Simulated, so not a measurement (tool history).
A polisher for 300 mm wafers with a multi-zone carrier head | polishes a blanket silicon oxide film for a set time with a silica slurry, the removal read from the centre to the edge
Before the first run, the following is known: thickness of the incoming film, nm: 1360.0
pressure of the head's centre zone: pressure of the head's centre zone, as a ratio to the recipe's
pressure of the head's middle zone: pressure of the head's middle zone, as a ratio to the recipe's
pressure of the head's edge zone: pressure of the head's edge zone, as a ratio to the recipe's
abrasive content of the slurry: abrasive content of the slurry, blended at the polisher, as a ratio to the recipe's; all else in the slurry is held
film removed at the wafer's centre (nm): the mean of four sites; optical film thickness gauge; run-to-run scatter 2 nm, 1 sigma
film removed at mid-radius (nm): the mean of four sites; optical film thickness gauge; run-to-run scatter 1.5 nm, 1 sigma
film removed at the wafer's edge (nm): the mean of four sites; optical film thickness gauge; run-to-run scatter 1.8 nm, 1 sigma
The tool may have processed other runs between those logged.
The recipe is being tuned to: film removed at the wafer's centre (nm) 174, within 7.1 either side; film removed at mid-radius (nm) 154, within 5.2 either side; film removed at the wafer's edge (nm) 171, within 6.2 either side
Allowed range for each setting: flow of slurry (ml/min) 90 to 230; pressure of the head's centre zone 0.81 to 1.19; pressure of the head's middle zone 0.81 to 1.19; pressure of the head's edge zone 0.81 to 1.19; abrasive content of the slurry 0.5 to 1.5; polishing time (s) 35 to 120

run  hour  flow of slurry (ml/min)  pressure of the head's centre zone  pressure of the head's middle zone  pressure of the head's edge zone  abrasive content of the slurry  polishing time (s)  film removed at the wafer's centre (nm)  film removed at mid-radius (nm)  film removed at the wafer's edge (nm)
  1     0                      150                                   1                                   1                                 1                               1                  77                                   276.93                           281.56                                 276.42
  2   5.1                      145                                   1                                0.98                              0.99                            0.95                  75                                   262.47                           254.44                                 258.01
  3  12.6                      145                                   1                                0.98                              1.05                            0.95                  75                                   263.73                            258.9                                 261.32
  4  14.2                      145                                   1                                1.05                              1.05                            0.95                  75                                   253.28                           273.34                                 263.51
  5  17.6                      140                                0.99                                1.03                              1.04                             0.9                  73                                   237.46                           246.76                                 246.04
  6  23.2                      140                                0.99                                1.03                              0.96                             0.9                  73                                   238.76                           245.11                                 233.54
  7    26                      135                                0.97                                1.01                              0.95                            0.85                  73                                   221.08                           231.96                                 221.31
  8  32.8                      130                                0.97                                0.98                              0.95                             0.8                  73                                   205.79                           209.06                                 206.44

Exercise: of the 5 proposed moves below, exactly one satisfies all targets within the stated allowed misses. Which move is it?
  A  39.6                      170                                0.97                                0.83                              0.93                            0.75                  61                                        ?                                ?                                      ?
  B  39.6                      135                                0.88                                1.07                                 1                               1                  81                                        ?                                ?                                      ?
  C  39.6                      150                                1.13                                0.81                              0.91                             0.9                  49                                        ?                                ?                                      ?
  D  39.6                      125                                0.89                                1.01                              0.95                            0.75                  69                                        ?                                ?                                      ?
  E  39.6                      115                                0.99                                0.93                              0.95                             0.9                  57                                        ?                                ?                                      ?

move  film removed at the wafer's centre (nm)  film removed at mid-radius (nm)  film removed at the wafer's edge (nm)
   A                                   175.61                           150.84                                 169.66
   B                                   255.37                           300.71                                 285.64
   C                                   188.58                           136.48                                  156.3
   D                                   169.12                           188.06                                 184.38
   E                                   178.49                           166.89                                 176.87
A: in spec on every target
B: the biggest miss grows against the last run
C: takes the result that was furthest off past its target
D: nearer the targets than the last run, but a result is still out of spec
E: nearer the targets than the last run, but a result is still out of spec
Go with A: it meets all targets.
